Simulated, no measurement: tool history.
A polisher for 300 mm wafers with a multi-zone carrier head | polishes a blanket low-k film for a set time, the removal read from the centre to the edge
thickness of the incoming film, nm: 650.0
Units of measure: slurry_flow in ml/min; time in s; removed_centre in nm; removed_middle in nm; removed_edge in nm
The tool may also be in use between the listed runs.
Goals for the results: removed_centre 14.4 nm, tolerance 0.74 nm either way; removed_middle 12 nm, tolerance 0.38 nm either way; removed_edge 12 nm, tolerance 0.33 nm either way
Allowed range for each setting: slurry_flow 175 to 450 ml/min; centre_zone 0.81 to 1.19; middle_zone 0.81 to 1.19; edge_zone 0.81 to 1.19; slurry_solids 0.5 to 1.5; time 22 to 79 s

| run | day | slurry_flow | centre_zone | middle_zone | edge_zone | slurry_solids | time | removed_centre | removed_middle | removed_edge |
|---|---|---|---|---|---|---|---|---|---|---|
| 1 | 0 | 290 | 1 | 1 | 1 | 1 | 50 | 16.464 | 16.28 | 16.637 |
| 2 | 0.233 | 290 | 1 | 1 | 1 | 1 | 62 | 20.768 | 20.286 | 20.794 |
| 3 | 0.3 | 290 | 1 | 0.92 | 1 | 1 | 62 | 20.786 | 19.521 | 21.069 |
| 4 | 0.633 | 290 | 1 | 0.92 | 1 | 1 | 54 | 17.993 | 17.255 | 18.348 |
| 5 | 0.954 | 240 | 1 | 0.92 | 1 | 1 | 54 | 17.345 | 16.679 | 18.029 |
| 6 | 1.283 | 240 | 1.07 | 0.92 | 1 | 1 | 54 | 18.131 | 17.001 | 17.992 |
| 7 | 1.562 | 250 | 1.09 | 0.91 | 0.98 | 0.95 | 53 | 18.161 | 16.173 | 17.344 |
| 8 | 1.829 | 255 | 1.1 | 0.92 | 0.97 | 0.9 | 52 | 17.725 | 15.65 | 16.471 |
| 9 | 1.971 | 260 | 1.1 | 0.93 | 0.96 | 0.85 | 51 | 16.894 | 15.312 | 15.683 |
| 10 | 2.096 | 265 | 1.11 | 0.92 | 0.95 | 0.8 | 50 | 16.453 | 14.636 | 15.251 |
| 11 | 2.371 | 270 | 1.12 | 0.92 | 0.94 | 0.75 | 49 | 16.392 | 14.113 | 14.534 |
| 12 | 2.554 | 270 | 1.12 | 0.92 | 0.93 | 0.7 | 49 | 15.77 | 13.763 | 14.261 |
| 13 | 2.917 | 270 | 1.13 | 0.92 | 0.92 | 0.65 | 48 | 15.55 | 13.12 | 13.37 |
| 14 | 3.15 | 265 | 1.13 | 0.92 | 0.91 | 0.65 | 48 | 15.142 | 13.206 | 13.287 |
| 15 | 3.283 | 265 | 1.13 | 0.91 | 0.9 | 0.65 | 48 | 15.42 | 13.036 | 13.333 |
| 16 | 3.538 | 260 | 1.13 | 0.91 | 0.89 | 0.65 | 48 | 15.561 | 12.796 | 13.082 |
| 17 | 3.796 | 230 | 1.07 | 0.9 | 0.81 | 0.6 | 48 | 13.766 | 12.597 | 12.294 |
| 18 | 4.096 | 230 | 1.08 | 0.9 | 0.81 | 0.6 | 48 | 14.106 | 12.386 | 12.288 |

Which one of the following 4 next-run settings gets every result inside its allowed miss? There is exactly one.
| A | 4.396 | 310 | 1.15 | 0.87 | 0.86 | 0.5 | 48 | ? | ? | ? |
| B | 4.396 | 255 | 1.16 | 0.92 | 0.81 | 0.65 | 47 | ? | ? | ? |
| C | 4.396 | 250 | 1.08 | 0.98 | 0.81 | 0.55 | 48 | ? | ? | ? |
| D | 4.396 | 265 | 1.07 | 1.03 | 0.86 | 0.55 | 48 | ? | ? | ? |

| move | removed_centre | removed_middle | removed_edge |
|---|---|---|---|
| A | 14.511 | 12.083 | 12.106 |
| B | 15.187 | 12.889 | 12.331 |
| C | 13.744 | 12.815 | 11.91 |
| D | 13.744 | 13.216 | 12.294 |
A: meets every target
B: lands further from the targets than the last run did
C: lands further from the targets than the last run did
D: lands further from the targets than the last run did
A meets every target.
